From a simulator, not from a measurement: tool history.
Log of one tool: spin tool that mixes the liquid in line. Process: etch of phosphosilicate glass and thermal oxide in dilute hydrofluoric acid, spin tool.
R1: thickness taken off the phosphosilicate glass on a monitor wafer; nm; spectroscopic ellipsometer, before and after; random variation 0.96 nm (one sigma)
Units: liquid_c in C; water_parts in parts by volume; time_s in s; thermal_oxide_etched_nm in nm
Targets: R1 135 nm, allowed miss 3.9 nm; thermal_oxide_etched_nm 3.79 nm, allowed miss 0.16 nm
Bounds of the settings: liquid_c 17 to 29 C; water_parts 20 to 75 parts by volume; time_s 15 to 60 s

{"run": 1, "hour": 0.0, "liquid_c": 21, "water_parts": 45, "time_s": 30, "R1": 107.8, "thermal_oxide_etched_nm": 2.9878}
{"run": 2, "hour": 0.6, "liquid_c": 22.5, "water_parts": 45, "time_s": 30, "R1": 112.66, "thermal_oxide_etched_nm": 3.1798}
{"run": 3, "hour": 7.0, "liquid_c": 19.5, "water_parts": 45, "time_s": 30, "R1": 100.89, "thermal_oxide_etched_nm": 2.8633}
{"run": 4, "hour": 14.6, "liquid_c": 21.5, "water_parts": 45, "time_s": 30, "R1": 110.64, "thermal_oxide_etched_nm": 3.0217}
{"run": 5, "hour": 17.3, "liquid_c": 22.5, "water_parts": 45, "time_s": 30, "R1": 112.86, "thermal_oxide_etched_nm": 3.1376}
{"run": 6, "hour": 17.9, "liquid_c": 22.5, "water_parts": 45, "time_s": 20, "R1": 76.135, "thermal_oxide_etched_nm": 2.0928}
{"run": 7, "hour": 21.2, "liquid_c": 24, "water_parts": 40, "time_s": 20, "R1": 90.289, "thermal_oxide_etched_nm": 2.6108}
{"run": 8, "hour": 28.7, "liquid_c": 24.5, "water_parts": 40, "time_s": 20, "R1": 92.493, "thermal_oxide_etched_nm": 2.5753}
{"run": 9, "hour": 34.8, "liquid_c": 26, "water_parts": 35, "time_s": 20, "R1": 115.49, "thermal_oxide_etched_nm": 3.1966}

4 next moves are on the table. One of them brings every result within its allowed miss. Which?
{"run": "A", "hour": 40.9, "liquid_c": 29, "water_parts": 45, "time_s": 25, "R1": "?", "thermal_oxide_etched_nm": "?"}
{"run": "B", "hour": 40.9, "liquid_c": 26, "water_parts": 40, "time_s": 25, "R1": "?", "thermal_oxide_etched_nm": "?"}
{"run": "C", "hour": 40.9, "liquid_c": 28, "water_parts": 35, "time_s": 20, "R1": "?", "thermal_oxide_etched_nm": "?"}
{"run": "D", "hour": 40.9, "liquid_c": 24.5, "water_parts": 35, "time_s": 25, "R1": "?", "thermal_oxide_etched_nm": "?"}

move=A R1=124.33 thermal_oxide_etched_nm=3.4069
move=B R1=124.85 thermal_oxide_etched_nm=3.4212
move=C R1=124.72 thermal_oxide_etched_nm=3.4175
move=D R1=135.07 thermal_oxide_etched_nm=3.7013
A: nearer than the last run, and not there yet
B: nearer than the last run, and not there yet
C: nearer than the last run, and not there yet
D: meets every target
Move D is the one to make.

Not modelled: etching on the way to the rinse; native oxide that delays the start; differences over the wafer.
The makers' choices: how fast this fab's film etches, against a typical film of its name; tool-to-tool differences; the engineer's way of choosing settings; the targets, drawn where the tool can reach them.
